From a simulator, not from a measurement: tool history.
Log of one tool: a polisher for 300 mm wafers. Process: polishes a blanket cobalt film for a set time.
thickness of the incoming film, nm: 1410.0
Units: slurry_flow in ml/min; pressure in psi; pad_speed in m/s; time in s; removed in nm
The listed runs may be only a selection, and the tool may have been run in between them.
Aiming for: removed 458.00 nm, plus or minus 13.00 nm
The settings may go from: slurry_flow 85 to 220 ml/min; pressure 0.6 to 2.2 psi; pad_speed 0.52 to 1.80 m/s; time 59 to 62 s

run  hour  slurry_flow  pressure  pad_speed  time  removed
  1   0.0          140       1.4       1.16    59   249.49
  2   1.7          165       1.4       1.16    59   261.09
  3   3.2          175       1.6       1.16    59   291.43
  4   6.1          180       1.8       1.20    59   330.84
  5  14.1          165       1.8       1.20    59   326.69
  6  20.9          165       1.8       1.20    62   344.98
  7  23.1          175       1.9       1.22    62   370.40
  8  30.0          180       2.0       1.24    62   396.18
  9  32.3          185       2.1       1.26    62   415.32
 10  40.5          185       2.1       1.28    62   426.61

Exactly one of the 4 candidate moves below puts every result within its allowed miss. Which one?
  A  48.7          215       2.1       1.24    62        ?
  B  48.7          165       1.9       1.52    62        ?
  C  48.7          195       2.2       1.40    62        ?
  D  48.7          190       2.0       1.26    59        ?

move  removed
   A   419.38
   B   453.47
   C   485.43
   D   382.81
A: the biggest miss grows against the last run
B: all results in spec
C: takes the result that was furthest off past its target
D: the biggest miss grows against the last run
So the answer is move B, the one that meets all the targets.
